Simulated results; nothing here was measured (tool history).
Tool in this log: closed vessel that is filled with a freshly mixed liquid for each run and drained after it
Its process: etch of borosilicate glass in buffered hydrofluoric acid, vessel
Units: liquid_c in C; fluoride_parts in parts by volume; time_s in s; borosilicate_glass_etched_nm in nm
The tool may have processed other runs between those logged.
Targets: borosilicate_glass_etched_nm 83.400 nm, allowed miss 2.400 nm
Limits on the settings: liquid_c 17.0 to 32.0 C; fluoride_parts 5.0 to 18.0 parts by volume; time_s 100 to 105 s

{"run": 1, "hour": 0.0, "liquid_c": 24.0, "fluoride_parts": 11.0, "time_s": 100, "borosilicate_glass_etched_nm": 122.5}
{"run": 2, "hour": 8.4, "liquid_c": 21.5, "fluoride_parts": 11.0, "time_s": 100, "borosilicate_glass_etched_nm": 107.05}
{"run": 3, "hour": 9.1, "liquid_c": 21.5, "fluoride_parts": 11.0, "time_s": 105, "borosilicate_glass_etched_nm": 113.2}
{"run": 4, "hour": 16.9, "liquid_c": 21.5, "fluoride_parts": 8.5, "time_s": 105, "borosilicate_glass_etched_nm": 144.39}
{"run": 5, "hour": 17.8, "liquid_c": 20.5, "fluoride_parts": 9.5, "time_s": 105, "borosilicate_glass_etched_nm": 122.86}
{"run": 6, "hour": 18.5, "liquid_c": 19.5, "fluoride_parts": 10.0, "time_s": 105, "borosilicate_glass_etched_nm": 112.26}
{"run": 7, "hour": 20.2, "liquid_c": 19.0, "fluoride_parts": 10.5, "time_s": 105, "borosilicate_glass_etched_nm": 103.36}
{"run": 8, "hour": 21.0, "liquid_c": 19.0, "fluoride_parts": 10.5, "time_s": 105, "borosilicate_glass_etched_nm": 103.4}
{"run": 9, "hour": 27.3, "liquid_c": 18.5, "fluoride_parts": 11.0, "time_s": 105, "borosilicate_glass_etched_nm": 95.076}
{"run": 10, "hour": 28.2, "liquid_c": 18.0, "fluoride_parts": 11.0, "time_s": 105, "borosilicate_glass_etched_nm": 93.859}
{"run": 11, "hour": 29.1, "liquid_c": 17.5, "fluoride_parts": 11.5, "time_s": 105, "borosilicate_glass_etched_nm": 87.922}

Which of these 4 next moves meets every target?
{"run": "A", "hour": 30.0, "liquid_c": 18.0, "fluoride_parts": 10.5, "time_s": 100, "borosilicate_glass_etched_nm": "?"}
{"run": "B", "hour": 30.0, "liquid_c": 18.5, "fluoride_parts": 11.0, "time_s": 105, "borosilicate_glass_etched_nm": "?"}
{"run": "C", "hour": 30.0, "liquid_c": 17.5, "fluoride_parts": 11.5, "time_s": 100, "borosilicate_glass_etched_nm": "?"}
{"run": "D", "hour": 30.0, "liquid_c": 17.5, "fluoride_parts": 10.0, "time_s": 100, "borosilicate_glass_etched_nm": "?"}

move=A borosilicate_glass_etched_nm=94.164
move=B borosilicate_glass_etched_nm=97.074
move=C borosilicate_glass_etched_nm=83.698
move=D borosilicate_glass_etched_nm=96.118
A: its largest miss is bigger than the last run's
B: its largest miss is bigger than the last run's
C: all results in spec
D: its largest miss is bigger than the last run's
So the answer is move C, the one that meets all the targets.
